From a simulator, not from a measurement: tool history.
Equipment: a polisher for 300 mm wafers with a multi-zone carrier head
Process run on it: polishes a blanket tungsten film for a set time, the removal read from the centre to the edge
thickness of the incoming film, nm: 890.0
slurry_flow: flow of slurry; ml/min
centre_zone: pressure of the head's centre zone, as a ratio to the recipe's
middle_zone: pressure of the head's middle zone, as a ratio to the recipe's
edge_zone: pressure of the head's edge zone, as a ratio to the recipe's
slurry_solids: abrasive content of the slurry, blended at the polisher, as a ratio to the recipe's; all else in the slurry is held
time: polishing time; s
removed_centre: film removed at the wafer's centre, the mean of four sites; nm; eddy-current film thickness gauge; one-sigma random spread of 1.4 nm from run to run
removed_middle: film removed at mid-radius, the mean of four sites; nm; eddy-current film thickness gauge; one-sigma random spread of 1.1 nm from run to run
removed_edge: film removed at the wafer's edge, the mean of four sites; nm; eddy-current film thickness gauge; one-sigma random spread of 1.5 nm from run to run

Run 1, hour 0: slurry_flow 165 ml/min, centre_zone 1, middle_zone 1, edge_zone 1, slurry_solids 1, time 86 s. Result: removed_centre 289.36 nm, removed_middle 298.11 nm, removed_edge 297.74 nm.
Run 2, hour 2.9: slurry_flow 195 ml/min, centre_zone 1, middle_zone 1, edge_zone 1, slurry_solids 1, time 86 s. Result: removed_centre 299.96 nm, removed_middle 304.55 nm, removed_edge 308.82 nm.
Run 3, hour 10.8: slurry_flow 195 ml/min, centre_zone 1, middle_zone 1, edge_zone 1, slurry_solids 1, time 67 s. Result: removed_centre 237.42 nm, removed_middle 237.06 nm, removed_edge 242.94 nm.
Run 4, hour 18.9: slurry_flow 180 ml/min, centre_zone 0.99, middle_zone 1, edge_zone 0.97, slurry_solids 0.9, time 63 s. Result: removed_centre 210.19 nm, removed_middle 216.29 nm, removed_edge 216.51 nm.
Run 5, hour 20.8: slurry_flow 180 ml/min, centre_zone 0.99, middle_zone 1, edge_zone 0.97, slurry_solids 1.05, time 63 s. Result: removed_centre 213.96 nm, removed_middle 223 nm, removed_edge 218.39 nm.
Run 6, hour 22.9: slurry_flow 170 ml/min, centre_zone 0.99, middle_zone 0.99, edge_zone 0.94, slurry_solids 0.95, time 61 s. Result: removed_centre 202.7 nm, removed_middle 210.19 nm, removed_edge 206.74 nm.
Run 7, hour 31.3: slurry_flow 160 ml/min, centre_zone 0.99, middle_zone 0.99, edge_zone 0.92, slurry_solids 0.9, time 58 s. Result: removed_centre 187.47 nm, removed_middle 195.52 nm, removed_edge 191.5 nm.
Run 8, hour 36.2: slurry_flow 155 ml/min, centre_zone 0.99, middle_zone 0.99, edge_zone 0.9, slurry_solids 0.85, time 56 s. Result: removed_centre 178.16 nm, removed_middle 186.25 nm, removed_edge 177.67 nm.
Run 9, hour 40.5: slurry_flow 150 ml/min, centre_zone 0.99, middle_zone 0.98, edge_zone 0.88, slurry_solids 0.8, time 56 s. Result: removed_centre 175.87 nm, removed_middle 179.57 nm, removed_edge 170.01 nm.
Run 10, hour 41.5: slurry_flow 145 ml/min, centre_zone 0.98, middle_zone 0.97, edge_zone 0.87, slurry_solids 0.75, time 56 s. Result: removed_centre 167.03 nm, removed_middle 174.3 nm, removed_edge 170.69 nm.
Run 11, hour 45.5: slurry_flow 170 ml/min, centre_zone 1.02, middle_zone 1.01, edge_zone 0.84, slurry_solids 0.5, time 41 s. Result: removed_centre 123.97 nm, removed_middle 123.4 nm, removed_edge 114.66 nm.

For run 12, what comes out?
Run 12, hour 53.3: slurry_flow 170 ml/min, centre_zone 1.02, middle_zone 1.03, edge_zone 0.88, slurry_solids 0.55, time 41 s. Result: removed_centre ?, removed_middle ?, removed_edge ?.

{"run 12": {"removed_centre": 125.54, "removed_middle": 126.84, "removed_edge": 121.62}}

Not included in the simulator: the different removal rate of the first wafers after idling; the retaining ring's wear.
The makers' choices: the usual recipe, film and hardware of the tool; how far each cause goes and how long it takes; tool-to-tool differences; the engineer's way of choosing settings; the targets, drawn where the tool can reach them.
